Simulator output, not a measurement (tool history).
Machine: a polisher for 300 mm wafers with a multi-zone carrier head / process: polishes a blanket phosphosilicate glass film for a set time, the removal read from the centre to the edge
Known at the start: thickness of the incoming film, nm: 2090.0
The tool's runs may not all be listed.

run	day	flow of slurry (ml/min)	pressure of the head's centre zone	pressure of the head's middle zone	pressure of the head's edge zone	abrasive content of the slurry	polishing time (s)	film removed at the wafer's centre (nm)	film removed at mid-radius (nm)	film removed at the wafer's edge (nm)
1	0.000	175	1.00	1.00	1.00	1.00	49	352.88	352.90	343.44
2	0.054	185	1.02	1.02	1.03	1.10	49	364.20	372.84	370.20
3	0.350	195	1.05	1.03	1.02	1.20	50	409.14	395.05	388.05
4	0.475	195	1.05	1.07	1.02	1.20	50	410.62	406.99	390.50
5	0.838	200	1.06	1.09	1.04	1.25	51	424.39	424.03	397.06
6	1.008	200	1.14	1.09	1.04	1.25	51	472.16	427.12	393.21
7	1.325	205	1.13	1.10	1.06	1.30	52	480.87	442.04	415.12
8	1.558	210	1.12	1.11	1.07	1.35	53	484.10	461.70	432.52
9	1.775	215	1.12	1.11	1.08	1.40	54	503.88	475.41	446.69

Run 10, settings as shown, results not yet in. Your forecast:
10	1.854	215	1.12	1.11	1.09	1.40	55	?	?	?

Run 10 gave film removed at the wafer's centre (nm) 499.40, film removed at mid-radius (nm) 488.45, film removed at the wafer's edge (nm) 460.25.
